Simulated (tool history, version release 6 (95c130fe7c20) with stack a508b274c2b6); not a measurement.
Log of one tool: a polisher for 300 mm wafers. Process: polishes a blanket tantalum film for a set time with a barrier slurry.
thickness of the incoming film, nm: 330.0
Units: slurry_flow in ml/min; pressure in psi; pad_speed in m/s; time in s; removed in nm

Run 1, hour 0: slurry_flow 245 ml/min, pressure 2.3 psi, pad_speed 1.06 m/s, slurry_solids 1, time 32 s. Result: removed 61.825 nm.
Run 2, hour 2.2: slurry_flow 245 ml/min, pressure 2.3 psi, pad_speed 1.3 m/s, slurry_solids 1, time 32 s. Result: removed 72.601 nm.
Run 3, hour 3.1: slurry_flow 245 ml/min, pressure 2.3 psi, pad_speed 1.3 m/s, slurry_solids 1, time 29 s. Result: removed 66.038 nm.
Run 4, hour 8.5: slurry_flow 245 ml/min, pressure 2.3 psi, pad_speed 1.3 m/s, slurry_solids 1, time 29 s. Result: removed 65.718 nm.
Run 5, hour 11.7: slurry_flow 250 ml/min, pressure 2.6 psi, pad_speed 1.32 m/s, slurry_solids 1, time 29 s. Result: removed 75.357 nm.
Run 6, hour 13.9: slurry_flow 250 ml/min, pressure 2.6 psi, pad_speed 1.32 m/s, slurry_solids 0.85, time 29 s. Result: removed 69.876 nm.
Run 7, hour 18.6: slurry_flow 250 ml/min, pressure 2.8 psi, pad_speed 1.38 m/s, slurry_solids 0.85, time 29 s. Result: removed 77.827 nm.
Run 8, hour 21.3: slurry_flow 255 ml/min, pressure 3 psi, pad_speed 1.44 m/s, slurry_solids 0.85, time 29 s. Result: removed 86.032 nm.
Run 9, hour 22.9: slurry_flow 255 ml/min, pressure 3.1 psi, pad_speed 1.5 m/s, slurry_solids 0.85, time 29 s. Result: removed 91.896 nm.
Run 10, hour 24.7: slurry_flow 255 ml/min, pressure 3.2 psi, pad_speed 1.54 m/s, slurry_solids 0.85, time 29 s. Result: removed 97.226 nm.
Run 11, hour 26.6: slurry_flow 255 ml/min, pressure 3.3 psi, pad_speed 1.56 m/s, slurry_solids 0.85, time 29 s. Result: removed 101.25 nm.
Run 12, hour 29.4: slurry_flow 260 ml/min, pressure 3.4 psi, pad_speed 1.58 m/s, slurry_solids 0.85, time 29 s. Result: removed 105.97 nm.

The next listed run, before its measurement:
Run 13, hour 35.7: slurry_flow 260 ml/min, pressure 3.4 psi, pad_speed 1.6 m/s, slurry_solids 0.85, time 29 s. Result: removed ?.

Run 13 gave removed 107.17 nm.
